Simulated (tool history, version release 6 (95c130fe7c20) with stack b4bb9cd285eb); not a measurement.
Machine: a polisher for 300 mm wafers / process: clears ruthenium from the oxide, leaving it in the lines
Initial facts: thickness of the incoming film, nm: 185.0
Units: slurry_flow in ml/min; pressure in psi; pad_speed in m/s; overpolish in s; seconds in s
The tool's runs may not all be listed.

Run 1, hour 0.0: slurry_flow 235 ml/min, pressure 2.7 psi, pad_speed 1.12 m/s, overpolish 12 s. Result: seconds 92.013 s.
Run 2, hour 9.0: slurry_flow 235 ml/min, pressure 3.2 psi, pad_speed 1.12 m/s, overpolish 12 s. Result: seconds 80.786 s.
Run 3, hour 11.9: slurry_flow 235 ml/min, pressure 3.2 psi, pad_speed 0.84 m/s, overpolish 12 s. Result: seconds 106.490 s.
Run 4, hour 15.4: slurry_flow 235 ml/min, pressure 3.2 psi, pad_speed 1.12 m/s, overpolish 12 s. Result: seconds 82.017 s.
Run 5, hour 18.8: slurry_flow 230 ml/min, pressure 2.7 psi, pad_speed 0.98 m/s, overpolish 12 s. Result: seconds 106.550 s.
Run 6, hour 20.4: slurry_flow 230 ml/min, pressure 2.7 psi, pad_speed 0.98 m/s, overpolish 12 s. Result: seconds 105.740 s.
Run 7, hour 22.8: slurry_flow 230 ml/min, pressure 2.7 psi, pad_speed 0.98 m/s, overpolish 12 s. Result: seconds 104.390 s.
Run 8, hour 26.1: slurry_flow 230 ml/min, pressure 2.3 psi, pad_speed 0.88 m/s, overpolish 12 s. Result: seconds 131.340 s.
Run 9, hour 33.4: slurry_flow 230 ml/min, pressure 2.0 psi, pad_speed 0.84 m/s, overpolish 12 s. Result: seconds 151.900 s.
Run 10, hour 36.6: slurry_flow 230 ml/min, pressure 1.8 psi, pad_speed 0.82 m/s, overpolish 12 s. Result: seconds 163.230 s.

Run 11 is up next; what results do you expect?
Run 11, hour 42.4: slurry_flow 230 ml/min, pressure 1.7 psi, pad_speed 0.80 m/s, overpolish 12 s. Result: seconds ?.

Run 11 came out at seconds 175.880 s.
